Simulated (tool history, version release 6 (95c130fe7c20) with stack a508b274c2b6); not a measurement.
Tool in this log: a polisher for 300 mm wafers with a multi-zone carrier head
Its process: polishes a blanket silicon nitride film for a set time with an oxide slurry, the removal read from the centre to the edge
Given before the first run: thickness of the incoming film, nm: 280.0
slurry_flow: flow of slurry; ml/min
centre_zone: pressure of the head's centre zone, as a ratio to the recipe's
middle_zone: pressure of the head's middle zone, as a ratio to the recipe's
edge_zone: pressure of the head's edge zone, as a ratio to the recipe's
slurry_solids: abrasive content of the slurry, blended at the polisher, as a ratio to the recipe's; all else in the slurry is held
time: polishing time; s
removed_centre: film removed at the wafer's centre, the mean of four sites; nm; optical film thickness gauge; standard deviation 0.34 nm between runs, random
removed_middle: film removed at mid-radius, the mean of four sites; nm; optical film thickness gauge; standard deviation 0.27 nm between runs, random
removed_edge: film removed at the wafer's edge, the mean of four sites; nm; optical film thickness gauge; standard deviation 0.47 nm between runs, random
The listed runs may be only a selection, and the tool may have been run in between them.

| run | hour | slurry_flow | centre_zone | middle_zone | edge_zone | slurry_solids | time | removed_centre | removed_middle | removed_edge |
|---|---|---|---|---|---|---|---|---|---|---|
| 1 | 0.0 | 250 | 1.00 | 1.00 | 1.00 | 1.00 | 83 | 84.294 | 83.696 | 84.947 |
| 2 | 4.8 | 250 | 0.95 | 1.00 | 1.00 | 1.00 | 83 | 79.274 | 83.533 | 85.744 |
| 3 | 5.4 | 245 | 0.95 | 0.98 | 0.98 | 0.95 | 80 | 74.611 | 76.612 | 77.592 |
| 4 | 11.1 | 235 | 0.95 | 0.96 | 0.98 | 0.90 | 78 | 69.828 | 70.624 | 74.205 |
| 5 | 18.5 | 230 | 0.95 | 0.94 | 0.96 | 0.85 | 77 | 67.426 | 66.032 | 70.423 |
| 6 | 23.5 | 225 | 0.94 | 0.93 | 0.94 | 0.80 | 76 | 63.902 | 62.913 | 66.531 |
| 7 | 24.7 | 220 | 0.94 | 0.92 | 0.93 | 0.75 | 75 | 60.644 | 59.308 | 62.243 |
| 8 | 29.2 | 215 | 0.94 | 0.91 | 0.92 | 0.70 | 75 | 57.009 | 56.322 | 58.256 |
| 9 | 33.5 | 210 | 0.94 | 0.90 | 0.92 | 0.65 | 75 | 54.558 | 53.158 | 56.294 |
|  | 40.1 | worn pad replaced by a new one |
| 10 | 40.1 | 205 | 0.94 | 0.89 | 0.92 | 0.65 | 75 | 63.285 | 60.780 | 65.626 |
| 11 | 47.7 | 225 | 0.94 | 0.88 | 0.92 | 0.65 | 75 | 64.209 | 61.182 | 67.955 |

Run 12 comes next. What will it give?
| 12 | 49.2 | 220 | 0.94 | 0.87 | 0.91 | 0.65 | 73 | ? | ? | ? |

For run 12 the tool returned removed_centre 62.565 nm, removed_middle 58.970 nm, removed_edge 64.865 nm.
